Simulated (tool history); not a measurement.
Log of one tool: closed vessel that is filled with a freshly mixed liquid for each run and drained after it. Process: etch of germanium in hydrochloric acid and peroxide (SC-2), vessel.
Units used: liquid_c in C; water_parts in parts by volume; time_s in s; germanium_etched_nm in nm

run,hour,liquid_c,water_parts,time_s,germanium_etched_nm
1,0.0,59.0,7.5,95,317.63
2,2.7,59.0,9.0,95,317.00
3,11.4,59.0,9.0,105,352.89
4,16.9,59.0,7.5,105,354.84
5,19.7,60.5,7.5,105,372.65
# hour 21.4: chemicals flow meter replaced
6,21.4,55.0,7.5,105,312.07

For run 7, what comes out?
7,28.7,57.5,7.5,105,?

Run 7 yielded germanium_etched_nm 331.06 nm.
